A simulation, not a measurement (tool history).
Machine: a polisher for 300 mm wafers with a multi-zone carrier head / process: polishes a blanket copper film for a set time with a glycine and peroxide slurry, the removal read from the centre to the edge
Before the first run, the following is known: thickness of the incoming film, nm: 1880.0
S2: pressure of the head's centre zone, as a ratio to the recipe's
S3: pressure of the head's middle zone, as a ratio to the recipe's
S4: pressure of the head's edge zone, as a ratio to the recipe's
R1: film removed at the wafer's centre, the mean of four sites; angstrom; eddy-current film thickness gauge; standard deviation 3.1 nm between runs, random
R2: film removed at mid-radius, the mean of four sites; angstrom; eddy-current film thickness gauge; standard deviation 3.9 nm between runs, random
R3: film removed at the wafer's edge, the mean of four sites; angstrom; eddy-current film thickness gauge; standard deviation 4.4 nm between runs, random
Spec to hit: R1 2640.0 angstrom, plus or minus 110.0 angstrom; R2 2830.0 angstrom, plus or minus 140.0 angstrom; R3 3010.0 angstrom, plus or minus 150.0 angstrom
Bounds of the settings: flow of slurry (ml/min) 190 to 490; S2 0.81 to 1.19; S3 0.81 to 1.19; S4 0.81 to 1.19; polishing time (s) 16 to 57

{"run": 1, "hour": 0.0, "flow of slurry (ml/min)": 315, "S2": 1.0, "S3": 1.0, "S4": 1.0, "polishing time (s)": 36, "R1": 2104.3, "R2": 2139.8, "R3": 2072.7}
{"run": 2, "hour": 7.7, "flow of slurry (ml/min)": 315, "S2": 0.98, "S3": 0.99, "S4": 1.04, "polishing time (s)": 39, "R1": 2223.1, "R2": 2245.9, "R3": 2401.2}
{"run": 3, "hour": 15.9, "flow of slurry (ml/min)": 315, "S2": 0.99, "S3": 1.02, "S4": 1.07, "polishing time (s)": 40, "R1": 2261.5, "R2": 2439.1, "R3": 2484.1}
{"run": 4, "hour": 22.3, "flow of slurry (ml/min)": 315, "S2": 1.0, "S3": 1.02, "S4": 1.09, "polishing time (s)": 41, "R1": 2401.4, "R2": 2481.8, "R3": 2528.9}
{"run": 5, "hour": 25.5, "flow of slurry (ml/min)": 315, "S2": 1.08, "S3": 1.02, "S4": 1.09, "polishing time (s)": 41, "R1": 2543.9, "R2": 2460.0, "R3": 2528.5}
{"run": 6, "hour": 33.1, "flow of slurry (ml/min)": 315, "S2": 1.06, "S3": 1.03, "S4": 1.11, "polishing time (s)": 42, "R1": 2643.0, "R2": 2493.5, "R3": 2635.3}
{"run": 7, "hour": 41.1, "flow of slurry (ml/min)": 315, "S2": 1.03, "S3": 1.04, "S4": 1.13, "polishing time (s)": 43, "R1": 2552.5, "R2": 2593.5, "R3": 2721.5}
{"run": 8, "hour": 48.2, "flow of slurry (ml/min)": 315, "S2": 1.02, "S3": 1.05, "S4": 1.14, "polishing time (s)": 44, "R1": 2562.2, "R2": 2712.0, "R3": 2838.7}
{"run": 9, "hour": 55.7, "flow of slurry (ml/min)": 315, "S2": 1.02, "S3": 1.05, "S4": 1.15, "polishing time (s)": 44, "R1": 2665.7, "R2": 2724.1, "R3": 2804.8}
{"run": 10, "hour": 57.5, "flow of slurry (ml/min)": 315, "S2": 1.02, "S3": 1.05, "S4": 1.15, "polishing time (s)": 44, "R1": 2653.9, "R2": 2699.3, "R3": 2793.4}

Below are 5 possible settings for the next run. Only one of them brings all results inside the allowed miss of their targets. Which is it?
{"run": "A", "hour": 59.3, "flow of slurry (ml/min)": 415, "S2": 1.05, "S3": 1.08, "S4": 1.04, "polishing time (s)": 43, "R1": "?", "R2": "?", "R3": "?"}
{"run": "B", "hour": 59.3, "flow of slurry (ml/min)": 310, "S2": 0.96, "S3": 1.06, "S4": 1.19, "polishing time (s)": 46, "R1": "?", "R2": "?", "R3": "?"}
{"run": "C", "hour": 59.3, "flow of slurry (ml/min)": 380, "S2": 1.0, "S3": 1.02, "S4": 1.19, "polishing time (s)": 43, "R1": "?", "R2": "?", "R3": "?"}
{"run": "D", "hour": 59.3, "flow of slurry (ml/min)": 310, "S2": 1.19, "S3": 1.16, "S4": 1.1, "polishing time (s)": 38, "R1": "?", "R2": "?", "R3": "?"}
{"run": "E", "hour": 59.3, "flow of slurry (ml/min)": 290, "S2": 1.07, "S3": 1.19, "S4": 1.06, "polishing time (s)": 44, "R1": "?", "R2": "?", "R3": "?"}

move=A R1=2765.6 R2=2708.5 R3=2675.5
move=B R1=2634.1 R2=2791.2 R3=3010.8
move=C R1=2613.5 R2=2577.9 R3=2853.0
move=D R1=2703.2 R2=2467.2 R3=2385.5
move=E R1=2793.4 R2=2897.5 R3=2697.3
A: lands further from the targets than the last run did
B: every result lands within tolerance
C: lands further from the targets than the last run did
D: lands further from the targets than the last run did
E: lands further from the targets than the last run did
The right move is B.
